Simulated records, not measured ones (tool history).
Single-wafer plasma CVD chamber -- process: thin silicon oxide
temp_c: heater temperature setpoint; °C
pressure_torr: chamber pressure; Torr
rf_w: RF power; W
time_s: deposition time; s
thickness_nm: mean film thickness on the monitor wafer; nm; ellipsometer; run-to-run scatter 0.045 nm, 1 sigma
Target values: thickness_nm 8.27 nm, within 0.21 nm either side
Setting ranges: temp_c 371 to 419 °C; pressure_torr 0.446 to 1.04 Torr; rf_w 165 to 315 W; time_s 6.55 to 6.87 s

Run 1, hour 0: temp_c 395 °C, pressure_torr 0.743 Torr, rf_w 240 W, time_s 6.87 s. Result: thickness_nm 9.5812 nm.
Run 2, hour 0.5: temp_c 395 °C, pressure_torr 0.743 Torr, rf_w 240 W, time_s 6.87 s. Result: thickness_nm 9.5899 nm.
Run 3, hour 4.7: temp_c 395 °C, pressure_torr 0.743 Torr, rf_w 225 W, time_s 6.87 s. Result: thickness_nm 9.3519 nm.
Run 4, hour 11.3: temp_c 395 °C, pressure_torr 0.732 Torr, rf_w 225 W, time_s 6.87 s. Result: thickness_nm 9.3416 nm.
Run 5, hour 15.6: temp_c 395 °C, pressure_torr 0.72 Torr, rf_w 225 W, time_s 6.87 s. Result: thickness_nm 9.1644 nm.
Run 6, hour 19.5: temp_c 391 °C, pressure_torr 0.72 Torr, rf_w 225 W, time_s 6.87 s. Result: thickness_nm 9.1559 nm.
Run 7, hour 24.6: temp_c 391 °C, pressure_torr 0.71 Torr, rf_w 225 W, time_s 6.87 s. Result: thickness_nm 9.1822 nm.
Run 8, hour 27.1: temp_c 392 °C, pressure_torr 0.701 Torr, rf_w 225 W, time_s 6.87 s. Result: thickness_nm 8.9711 nm.
Run 9, hour 27.8: temp_c 392 °C, pressure_torr 0.634 Torr, rf_w 225 W, time_s 6.87 s. Result: thickness_nm 8.6049 nm.
At hour 32.8: RF generator calibrated.
Run 10, hour 32.8: temp_c 392 °C, pressure_torr 0.628 Torr, rf_w 225 W, time_s 6.87 s. Result: thickness_nm 8.7186 nm.
Run 11, hour 37.6: temp_c 392 °C, pressure_torr 0.619 Torr, rf_w 225 W, time_s 6.87 s. Result: thickness_nm 8.5496 nm.
Run 12, hour 39: temp_c 392 °C, pressure_torr 0.614 Torr, rf_w 225 W, time_s 6.87 s. Result: thickness_nm 8.5567 nm.
Run 13, hour 45.1: temp_c 392 °C, pressure_torr 0.609 Torr, rf_w 225 W, time_s 6.87 s. Result: thickness_nm 8.4662 nm.
Run 14, hour 51.2: temp_c 392 °C, pressure_torr 0.609 Torr, rf_w 225 W, time_s 6.87 s. Result: thickness_nm 8.5147 nm.

Of the 5 settings listed for the next run, only one would bring every result within its allowed miss of target. Which one?
Run A, hour 57.3: temp_c 392 °C, pressure_torr 0.642 Torr, rf_w 220 W, time_s 6.87 s. Result: thickness_nm ?.
Run B, hour 57.3: temp_c 396 °C, pressure_torr 0.641 Torr, rf_w 230 W, time_s 6.87 s. Result: thickness_nm ?.
Run C, hour 57.3: temp_c 386 °C, pressure_torr 0.609 Torr, rf_w 235 W, time_s 6.87 s. Result: thickness_nm ?.
Run D, hour 57.3: temp_c 393 °C, pressure_torr 0.602 Torr, rf_w 225 W, time_s 6.72 s. Result: thickness_nm ?.
Run E, hour 57.3: temp_c 394 °C, pressure_torr 0.628 Torr, rf_w 230 W, time_s 6.87 s. Result: thickness_nm ?.

move  thickness_nm
   A        8.6358
   B        8.7904
   C        8.6656
   D        8.2076
   E        8.6923
A: lands further from the targets than the last run did
B: lands further from the targets than the last run did
C: lands further from the targets than the last run did
D: all results in spec
E: lands further from the targets than the last run did
Go with D: it meets all targets.
